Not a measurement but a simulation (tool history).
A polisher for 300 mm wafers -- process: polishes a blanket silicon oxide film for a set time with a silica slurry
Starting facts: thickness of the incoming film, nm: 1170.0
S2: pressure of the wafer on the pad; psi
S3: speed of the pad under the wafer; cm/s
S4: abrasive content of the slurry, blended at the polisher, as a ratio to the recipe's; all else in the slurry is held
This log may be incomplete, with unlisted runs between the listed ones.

{"run": 1, "hour": 0.0, "flow of slurry (ml/min)": 315, "S2": 2.9, "S3": 128, "S4": 1, "polishing time (s)": 22, "film removed (angstrom)": 531.6}
{"run": 2, "hour": 6.1, "flow of slurry (ml/min)": 355, "S2": 2.9, "S3": 128, "S4": 1, "polishing time (s)": 22, "film removed (angstrom)": 548.97}
{"run": 3, "hour": 9.0, "flow of slurry (ml/min)": 360, "S2": 3, "S3": 128, "S4": 1, "polishing time (s)": 22, "film removed (angstrom)": 562.11}
{"run": 4, "hour": 15.9, "flow of slurry (ml/min)": 360, "S2": 3, "S3": 128, "S4": 0.85, "polishing time (s)": 22, "film removed (angstrom)": 536.4}
{"run": 5, "hour": 18.5, "flow of slurry (ml/min)": 360, "S2": 3.1, "S3": 128, "S4": 0.85, "polishing time (s)": 22, "film removed (angstrom)": 543.82}
{"run": 6, "hour": 22.3, "flow of slurry (ml/min)": 325, "S2": 3.1, "S3": 128, "S4": 0.85, "polishing time (s)": 22, "film removed (angstrom)": 537.91}
{"run": 7, "hour": 24.3, "flow of slurry (ml/min)": 325, "S2": 3.2, "S3": 128, "S4": 0.85, "polishing time (s)": 22, "film removed (angstrom)": 557.7}
{"run": 8, "hour": 28.8, "flow of slurry (ml/min)": 325, "S2": 3.2, "S3": 128, "S4": 0.85, "polishing time (s)": 22, "film removed (angstrom)": 555.6}
{"run": 9, "hour": 34.7, "flow of slurry (ml/min)": 325, "S2": 4, "S3": 132, "S4": 0.85, "polishing time (s)": 22, "film removed (angstrom)": 723.3}

Run 10 comes next. What will it give?
{"run": 10, "hour": 37.1, "flow of slurry (ml/min)": 330, "S2": 4.2, "S3": 132, "S4": 0.85, "polishing time (s)": 22, "film removed (angstrom)": "?"}

Run 10 yielded film removed (angstrom) 736.1.
